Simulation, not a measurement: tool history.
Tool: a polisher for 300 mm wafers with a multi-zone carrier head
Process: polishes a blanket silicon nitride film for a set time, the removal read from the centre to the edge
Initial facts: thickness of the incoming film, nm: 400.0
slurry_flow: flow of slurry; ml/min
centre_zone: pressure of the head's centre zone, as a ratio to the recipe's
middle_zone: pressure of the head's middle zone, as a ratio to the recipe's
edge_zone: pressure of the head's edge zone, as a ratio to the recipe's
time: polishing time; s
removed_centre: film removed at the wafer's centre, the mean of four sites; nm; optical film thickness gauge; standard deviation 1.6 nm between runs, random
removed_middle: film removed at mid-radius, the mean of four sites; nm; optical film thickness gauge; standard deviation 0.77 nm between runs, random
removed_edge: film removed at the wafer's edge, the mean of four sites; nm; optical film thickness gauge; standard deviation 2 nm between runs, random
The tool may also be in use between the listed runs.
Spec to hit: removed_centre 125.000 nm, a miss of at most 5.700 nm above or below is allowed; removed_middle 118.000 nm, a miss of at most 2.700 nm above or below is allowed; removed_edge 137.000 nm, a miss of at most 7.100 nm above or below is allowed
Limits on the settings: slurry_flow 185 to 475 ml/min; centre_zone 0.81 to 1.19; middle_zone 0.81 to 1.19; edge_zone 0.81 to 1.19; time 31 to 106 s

run    day  slurry_flow  centre_zone  middle_zone  edge_zone  time  removed_centre  removed_middle  removed_edge
  1  0.000          305         1.00         1.00       1.00    68          97.306          96.262        96.438
  2  0.242          305         1.00         0.99       1.02    70          99.815          99.323       101.870
  3  0.400          305         0.94         0.99       1.02    70          93.846          99.865        99.614
  4  0.542          305         0.95         0.99       1.04    71          93.983         101.260       105.190
  5  0.671          305         0.95         0.99       1.13    71          96.061          99.515       109.360
  6  0.879          305         0.95         0.99       1.13    56          75.053          79.868        83.174
  7  1.162          280         1.03         0.99       1.17    75         110.640         105.120       113.240
  8  1.442          290         1.03         0.99       1.17    76         107.640         107.180       119.680
  9  1.588          375         1.13         1.01       1.19    80         133.260         116.840       128.150
 10  1.929          375         1.12         1.00       1.19    80         134.200         116.470       124.010
 11  2.296          355         1.11         1.00       1.19    81         129.240         118.440       125.510
 12  2.617          350         1.10         0.99       1.19    82         129.380         116.680       126.750
 13  2.738          340         1.09         0.98       1.19    83         132.620         117.850       128.710

Which of these 5 next moves meets every target?
  A  2.858          250         1.01         0.94       1.19    89               ?               ?             ?
  B  2.858          275         0.86         1.01       1.19    89               ?               ?             ?
  C  2.858          350         1.05         0.92       1.19    88               ?               ?             ?
  D  2.858          285         0.89         0.81       1.19    99               ?               ?             ?
  E  2.858          290         0.99         0.97       1.19    89               ?               ?             ?

move  removed_centre  removed_middle  removed_edge
   A         122.890         118.540       134.080
   B         105.950         127.540       135.180
   C         131.610         119.420       136.390
   D         122.390         118.590       151.240
   E         122.910         123.940       135.880
A: hits every target within its allowed miss
B: carries the result that was furthest off beyond its target, to the other side
C: closes in on the targets versus the last run, not all within tolerance yet
D: brings the last run's worst result on target, with another outside its allowed miss
E: brings the last run's worst result on target, with another outside its allowed miss
A meets every target.
